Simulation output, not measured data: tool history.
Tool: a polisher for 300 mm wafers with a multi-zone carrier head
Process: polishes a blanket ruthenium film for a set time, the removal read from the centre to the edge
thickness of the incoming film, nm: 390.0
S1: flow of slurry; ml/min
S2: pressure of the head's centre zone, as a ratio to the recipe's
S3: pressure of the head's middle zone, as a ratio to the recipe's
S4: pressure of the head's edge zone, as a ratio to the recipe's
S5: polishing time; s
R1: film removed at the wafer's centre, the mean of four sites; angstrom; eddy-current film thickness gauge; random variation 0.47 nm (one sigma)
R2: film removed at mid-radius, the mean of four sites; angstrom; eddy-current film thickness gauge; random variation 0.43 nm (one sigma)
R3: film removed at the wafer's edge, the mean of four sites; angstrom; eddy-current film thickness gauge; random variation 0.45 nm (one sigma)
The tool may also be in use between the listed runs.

{"run": 1, "hour": 0.0, "S1": 155, "S2": 1, "S3": 1, "S4": 1, "S5": 40, "R1": 423.82, "R2": 437.58, "R3": 429.82}
{"run": 2, "hour": 6.8, "S1": 120, "S2": 1, "S3": 1, "S4": 1, "S5": 40, "R1": 399.73, "R2": 407.73, "R3": 417.15}
{"run": 3, "hour": 15.0, "S1": 115, "S2": 0.99, "S3": 0.96, "S4": 1.02, "S5": 39, "R1": 386.72, "R2": 376.71, "R3": 406.76}
{"run": 4, "hour": 21.5, "S1": 110, "S2": 0.97, "S3": 0.93, "S4": 1.03, "S5": 38, "R1": 365.23, "R2": 357.38, "R3": 395.91}
{"run": 5, "hour": 28.5, "S1": 110, "S2": 0.97, "S3": 0.93, "S4": 0.95, "S5": 38, "R1": 358.72, "R2": 361.13, "R3": 385.3}
{"run": 6, "hour": 35.5, "S1": 110, "S2": 0.97, "S3": 0.93, "S4": 1.01, "S5": 38, "R1": 359.69, "R2": 365.19, "R3": 392.28}
{"run": 7, "hour": 41.8, "S1": 105, "S2": 0.97, "S3": 0.9, "S4": 1.05, "S5": 37, "R1": 336.91, "R2": 334.74, "R3": 382.49}
{"hour": 44.2, "done": "worn pad replaced by a new one"}
{"run": 8, "hour": 44.2, "S1": 105, "S2": 0.98, "S3": 0.88, "S4": 1.06, "S5": 37, "R1": 374.02, "R2": 349.66, "R3": 416.07}

Forecast run 9:
{"run": 9, "hour": 46.3, "S1": 105, "S2": 0.97, "S3": 0.87, "S4": 1.06, "S5": 36, "R1": "?", "R2": "?", "R3": "?"}

{"run 9": {"R1": 350.2, "R2": 336.74, "R3": 396.51}}
